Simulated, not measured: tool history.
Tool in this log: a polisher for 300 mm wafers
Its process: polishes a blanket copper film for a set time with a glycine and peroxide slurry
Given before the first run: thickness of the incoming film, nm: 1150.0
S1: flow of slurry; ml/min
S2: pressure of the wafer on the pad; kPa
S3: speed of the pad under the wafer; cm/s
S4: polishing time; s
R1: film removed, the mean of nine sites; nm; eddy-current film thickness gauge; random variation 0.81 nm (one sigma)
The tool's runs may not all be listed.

run,hour,S1,S2,S3,S4,R1
1,0.0,215,18.6,108,54,264.18
2,8.2,215,18.6,118,54,279.23
3,11.0,210,15.9,104,54,226.25
4,12.1,255,15.9,104,54,228.60
5,19.4,255,13.8,92,54,191.40
6,24.2,255,13.8,92,49,173.14
7,27.6,255,12.4,90,49,158.04
8,33.4,250,11.0,90,49,145.29

Estimate the outcome of run 9 from the log above:
9,35.2,235,10.3,90,49,?

R1: 137.64 nm
